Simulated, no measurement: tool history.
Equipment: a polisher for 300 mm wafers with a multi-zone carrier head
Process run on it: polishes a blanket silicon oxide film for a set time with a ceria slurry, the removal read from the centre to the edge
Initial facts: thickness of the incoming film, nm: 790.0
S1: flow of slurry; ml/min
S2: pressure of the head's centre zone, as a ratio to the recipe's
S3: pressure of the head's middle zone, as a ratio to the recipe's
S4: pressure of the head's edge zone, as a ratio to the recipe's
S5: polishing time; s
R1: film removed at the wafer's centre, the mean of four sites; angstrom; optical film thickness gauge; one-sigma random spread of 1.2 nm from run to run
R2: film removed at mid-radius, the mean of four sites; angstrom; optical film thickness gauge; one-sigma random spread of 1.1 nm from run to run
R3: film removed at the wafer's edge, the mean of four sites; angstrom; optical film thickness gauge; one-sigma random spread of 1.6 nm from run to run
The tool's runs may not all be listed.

run	hour	S1	S2	S3	S4	S5	R1	R2	R3
1	0	140	1	1	1	43	1733.5	1685.7	1690.3
2	7.9	135	1.01	0.99	0.96	41	1626.5	1568.1	1591.3
3	11.8	140	1.04	0.99	0.93	39	1610.5	1510.4	1518.4
4	13	140	1.11	0.99	0.93	39	1698.5	1506.3	1470.4
5	14.9	140	1.11	1.07	0.93	39	1709.3	1632.3	1480.9
6	19.4	135	1.12	1.05	0.91	38	1679.8	1547.2	1414.9
7	28.3	125	1.12	1.03	0.9	37	1589	1450.2	1357.9
8	35.5	120	1.12	1.02	0.89	37	1567.2	1454.1	1350.2

The next listed run, before its measurement:
9	37.9	115	1.13	1	0.88	37	?	?	?

{"run 9": {"R1": 1582.3, "R2": 1386.2, "R3": 1352.6}}

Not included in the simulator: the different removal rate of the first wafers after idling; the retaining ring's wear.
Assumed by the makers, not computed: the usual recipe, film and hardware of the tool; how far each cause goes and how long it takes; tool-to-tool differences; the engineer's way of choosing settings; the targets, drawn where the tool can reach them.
